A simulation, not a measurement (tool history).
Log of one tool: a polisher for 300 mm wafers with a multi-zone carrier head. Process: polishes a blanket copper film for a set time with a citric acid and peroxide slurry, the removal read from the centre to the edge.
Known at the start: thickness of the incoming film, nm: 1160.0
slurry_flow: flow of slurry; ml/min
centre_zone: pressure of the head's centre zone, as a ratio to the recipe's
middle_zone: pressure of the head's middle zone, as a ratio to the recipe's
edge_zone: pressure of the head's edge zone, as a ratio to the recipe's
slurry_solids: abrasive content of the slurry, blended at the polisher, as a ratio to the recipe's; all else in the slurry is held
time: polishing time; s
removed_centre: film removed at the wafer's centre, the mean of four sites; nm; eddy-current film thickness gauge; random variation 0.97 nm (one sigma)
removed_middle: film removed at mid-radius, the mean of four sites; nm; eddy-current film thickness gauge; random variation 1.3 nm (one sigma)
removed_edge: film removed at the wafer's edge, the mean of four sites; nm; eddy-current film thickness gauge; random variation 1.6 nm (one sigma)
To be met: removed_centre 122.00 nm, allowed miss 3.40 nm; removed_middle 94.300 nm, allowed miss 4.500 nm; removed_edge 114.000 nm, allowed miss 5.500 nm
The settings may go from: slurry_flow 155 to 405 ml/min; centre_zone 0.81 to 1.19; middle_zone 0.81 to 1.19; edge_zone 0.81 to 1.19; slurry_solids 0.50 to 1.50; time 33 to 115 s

run	hour	slurry_flow	centre_zone	middle_zone	edge_zone	slurry_solids	time	removed_centre	removed_middle	removed_edge
1	0.0	260	1.00	1.00	1.00	1.00	73	132.23	127.990	133.720
2	3.5	260	1.00	1.00	0.93	1.00	73	129.05	131.520	126.140
3	11.1	260	1.00	1.00	0.93	1.15	73	135.25	132.460	131.090
4	12.0	255	1.01	0.98	0.94	1.10	72	132.03	132.910	134.180
5	19.9	275	1.03	0.98	0.97	1.00	70	129.79	125.120	128.390
6	27.0	290	1.05	0.97	0.99	0.95	68	130.49	119.030	121.890
7	31.8	290	1.06	0.95	1.00	0.90	67	125.37	111.490	122.170
8	35.2	295	1.07	0.94	1.00	0.85	67	124.33	111.330	120.060
9	43.9	300	1.08	0.93	1.00	0.80	67	127.49	107.400	118.140
10	47.3	295	1.08	0.92	1.00	0.80	67	124.20	106.900	116.250
11	54.4	295	1.13	0.82	1.06	0.70	66	126.17	95.564	119.140

4 next moves are on the table. One of them brings every result within its allowed miss. Which?
A	61.5	300	1.17	0.82	0.97	0.80	57	?	?	?
B	61.5	300	1.12	0.81	1.11	0.75	67	?	?	?
C	61.5	220	1.19	0.81	1.19	0.50	68	?	?	?
D	61.5	230	1.17	0.89	1.16	0.50	69	?	?	?

move	removed_centre	removed_middle	removed_edge
A	115.39	81.956	96.967
B	127.90	93.991	119.310
C	120.57	83.671	110.860
D	121.21	92.341	111.550
A: takes the result that was furthest off past its target
B: further off than the last run
C: brings the result that was furthest off to its target, and leaves another outside
D: meets every target
The right move is D.
